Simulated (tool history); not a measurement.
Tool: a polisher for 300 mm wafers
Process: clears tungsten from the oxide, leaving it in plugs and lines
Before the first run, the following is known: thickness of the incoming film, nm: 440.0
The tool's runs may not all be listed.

run	hour	flow of slurry (ml/min)	pressure of the wafer on the pad (psi)	speed of the pad under the wafer (m/s)	abrasive content of the slurry	overpolish time after the end point (s)	time until the end point was called (s)
1	0	245	3.9	0.98	1	38	99.823
2	8.5	245	4.4	1	1	38	85.435
3	16.3	245	3.7	1	1	38	103.77
4	22.3	245	4.2	1.02	1	38	89.487
5	27.9	245	4.5	1.02	1	38	85.417
6	36.4	245	4.5	1.02	0.9	38	86.835
7	37.5	245	4.8	1.04	0.9	38	80.902
8	39.8	245	5.1	1.06	0.9	38	73.858

Predict the results of run 9:
9	44.4	245	5.3	1.06	0.9	38	?

time until the end point was called (s): 71.304
